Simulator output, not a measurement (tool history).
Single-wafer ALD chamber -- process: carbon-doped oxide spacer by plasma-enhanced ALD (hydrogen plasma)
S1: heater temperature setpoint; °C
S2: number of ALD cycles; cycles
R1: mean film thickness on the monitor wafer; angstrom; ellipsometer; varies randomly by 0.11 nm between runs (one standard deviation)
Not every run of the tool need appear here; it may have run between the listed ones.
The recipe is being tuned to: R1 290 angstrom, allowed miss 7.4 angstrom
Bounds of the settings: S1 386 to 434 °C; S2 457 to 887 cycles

run 1 hour=0 | S1=410 S2=672 | R1=356.36
run 2 hour=5.4 | S1=410 S2=750 | R1=398.77
run 3 hour=8.6 | S1=410 S2=705 | R1=372.37
run 4 hour=16.8 | S1=413 S2=659 | R1=346.18
run 5 hour=18.8 | S1=418 S2=659 | R1=342.84
-- hour=19.5 thermocouple changed; heater temperature recalibrated
run 6 hour=19.5 | S1=419 S2=626 | R1=321.77
run 7 hour=23.1 | S1=421 S2=609 | R1=310.73
run 8 hour=25.7 | S1=422 S2=599 | R1=305.33
run 9 hour=28.3 | S1=423 S2=592 | R1=298.19

Next run, 5 choices. One meets every target within its allowed miss, the rest don't. Which?
run A hour=30.9 | S1=412 S2=554 | R1=?
run B hour=30.9 | S1=414 S2=601 | R1=?
run C hour=30.9 | S1=424 S2=609 | R1=?
run D hour=30.9 | S1=425 S2=627 | R1=?
run E hour=30.9 | S1=433 S2=636 | R1=?

move=A R1=288.95
move=B R1=311.75
move=C R1=307.21
move=D R1=315.39
move=E R1=312.66
A: all results in spec
B: its largest miss is bigger than the last run's
C: its largest miss is bigger than the last run's
D: its largest miss is bigger than the last run's
E: its largest miss is bigger than the last run's
A is the move that brings every result within its allowed miss.

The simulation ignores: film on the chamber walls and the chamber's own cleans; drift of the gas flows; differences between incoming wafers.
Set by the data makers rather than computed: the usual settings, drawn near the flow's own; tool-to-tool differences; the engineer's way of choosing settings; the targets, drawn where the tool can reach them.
